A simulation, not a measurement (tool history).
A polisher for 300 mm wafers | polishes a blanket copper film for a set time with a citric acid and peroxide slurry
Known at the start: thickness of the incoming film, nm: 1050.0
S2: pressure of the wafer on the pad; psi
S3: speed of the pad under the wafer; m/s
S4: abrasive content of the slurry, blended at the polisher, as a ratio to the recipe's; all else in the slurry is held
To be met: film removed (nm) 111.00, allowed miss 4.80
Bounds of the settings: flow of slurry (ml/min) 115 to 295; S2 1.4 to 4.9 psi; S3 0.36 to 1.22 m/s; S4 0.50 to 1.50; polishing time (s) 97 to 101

{"run": 1, "hour": 0.0, "flow of slurry (ml/min)": 190, "S2": 3.1, "S3": 0.78, "S4": 1.0, "polishing time (s)": 97, "film removed (nm)": 169.69}
{"run": 2, "hour": 6.6, "flow of slurry (ml/min)": 190, "S2": 2.8, "S3": 0.78, "S4": 1.0, "polishing time (s)": 97, "film removed (nm)": 150.48}
{"run": 3, "hour": 11.7, "flow of slurry (ml/min)": 165, "S2": 2.8, "S3": 0.78, "S4": 1.0, "polishing time (s)": 97, "film removed (nm)": 152.5}
{"run": 4, "hour": 15.4, "flow of slurry (ml/min)": 165, "S2": 2.7, "S3": 0.78, "S4": 1.0, "polishing time (s)": 97, "film removed (nm)": 143.69}
{"hour": 17.6, "done": "slurry nozzle cleaned"}
{"run": 5, "hour": 17.6, "flow of slurry (ml/min)": 165, "S2": 2.6, "S3": 0.78, "S4": 1.0, "polishing time (s)": 97, "film removed (nm)": 143.53}
{"run": 6, "hour": 26.5, "flow of slurry (ml/min)": 165, "S2": 2.5, "S3": 0.78, "S4": 1.0, "polishing time (s)": 97, "film removed (nm)": 138.9}
{"run": 7, "hour": 29.8, "flow of slurry (ml/min)": 165, "S2": 2.4, "S3": 0.78, "S4": 1.0, "polishing time (s)": 97, "film removed (nm)": 134.73}
{"run": 8, "hour": 35.5, "flow of slurry (ml/min)": 165, "S2": 2.3, "S3": 0.78, "S4": 1.0, "polishing time (s)": 97, "film removed (nm)": 128.43}
{"run": 9, "hour": 38.9, "flow of slurry (ml/min)": 165, "S2": 2.2, "S3": 0.78, "S4": 1.0, "polishing time (s)": 97, "film removed (nm)": 121.56}
{"run": 10, "hour": 40.0, "flow of slurry (ml/min)": 165, "S2": 2.1, "S3": 0.78, "S4": 1.0, "polishing time (s)": 97, "film removed (nm)": 118.94}

5 next moves are on the table. One of them brings every result within its allowed miss. Which?
{"run": "A", "hour": 41.1, "flow of slurry (ml/min)": 220, "S2": 2.3, "S3": 0.72, "S4": 0.95, "polishing time (s)": 97, "film removed (nm)": "?"}
{"run": "B", "hour": 41.1, "flow of slurry (ml/min)": 150, "S2": 2.3, "S3": 0.74, "S4": 0.95, "polishing time (s)": 101, "film removed (nm)": "?"}
{"run": "C", "hour": 41.1, "flow of slurry (ml/min)": 200, "S2": 2.3, "S3": 0.62, "S4": 1.05, "polishing time (s)": 101, "film removed (nm)": "?"}
{"run": "D", "hour": 41.1, "flow of slurry (ml/min)": 115, "S2": 2.5, "S3": 0.84, "S4": 0.6, "polishing time (s)": 101, "film removed (nm)": "?"}
{"run": "E", "hour": 41.1, "flow of slurry (ml/min)": 160, "S2": 2.6, "S3": 0.72, "S4": 0.9, "polishing time (s)": 97, "film removed (nm)": "?"}

move=A film_removed_(nm)=122.70
move=B film_removed_(nm)=126.35
move=C film_removed_(nm)=111.62
move=D film_removed_(nm)=140.49
move=E film_removed_(nm)=132.69
A: further off than the last run
B: further off than the last run
C: meets every target
D: further off than the last run
E: further off than the last run
Move C is the one to make.
